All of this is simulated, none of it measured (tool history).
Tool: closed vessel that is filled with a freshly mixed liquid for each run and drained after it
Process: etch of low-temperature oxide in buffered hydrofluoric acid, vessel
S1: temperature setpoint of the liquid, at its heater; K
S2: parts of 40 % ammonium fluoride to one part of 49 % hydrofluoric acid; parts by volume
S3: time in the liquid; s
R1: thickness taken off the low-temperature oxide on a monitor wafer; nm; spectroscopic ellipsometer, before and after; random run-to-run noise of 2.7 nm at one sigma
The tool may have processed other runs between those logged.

Run 1, hour 0: S1 297.15 K, S2 7 parts by volume, S3 100 s. Result: R1 423.63 nm.
Run 2, hour 2: S1 297.15 K, S2 7 parts by volume, S3 100 s. Result: R1 421.22 nm.
Run 3, hour 10.1: S1 296.15 K, S2 7 parts by volume, S3 100 s. Result: R1 401.51 nm.
Run 4, hour 15: S1 295.15 K, S2 7 parts by volume, S3 100 s. Result: R1 383.49 nm.
Run 5, hour 19: S1 292.65 K, S2 7 parts by volume, S3 100 s. Result: R1 336.79 nm.
Run 6, hour 21.2: S1 292.65 K, S2 8.5 parts by volume, S3 100 s. Result: R1 278.21 nm.

Forecast run 7:
Run 7, hour 29: S1 293.15 K, S2 8.5 parts by volume, S3 100 s. Result: R1 ?.

Run 7 yielded R1 288.87 nm.

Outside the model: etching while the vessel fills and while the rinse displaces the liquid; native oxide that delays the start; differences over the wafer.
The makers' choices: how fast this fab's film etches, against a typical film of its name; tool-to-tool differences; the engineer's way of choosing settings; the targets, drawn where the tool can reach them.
